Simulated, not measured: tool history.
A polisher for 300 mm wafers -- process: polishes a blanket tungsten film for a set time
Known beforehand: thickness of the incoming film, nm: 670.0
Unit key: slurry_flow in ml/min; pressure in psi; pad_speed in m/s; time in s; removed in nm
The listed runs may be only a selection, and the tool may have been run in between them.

run	hour	slurry_flow	pressure	pad_speed	slurry_solids	time	removed
1	0.0	195	4.9	0.90	1.0	51	263.73
2	8.3	195	4.9	0.90	0.9	51	260.14
3	16.0	190	4.4	0.90	0.9	51	232.25
4	18.1	185	4.0	0.90	0.9	51	210.17
5	22.2	185	4.0	0.98	0.9	51	227.72
6	27.2	185	4.0	1.10	0.9	51	250.09
7	35.9	180	3.6	1.10	0.9	51	226.00
8	38.7	175	3.3	1.10	0.9	51	206.18
9	41.3	140	2.5	1.10	0.9	51	155.28
10	42.1	150	2.5	1.10	0.9	51	155.93
11	46.3	150	2.5	1.10	0.9	51	155.68
12	54.1	160	2.5	1.10	0.9	51	157.55

For run 13, what comes out?
13	55.3	170	2.5	1.10	0.9	51	?

Logged for run 13: removed 157.87 nm.
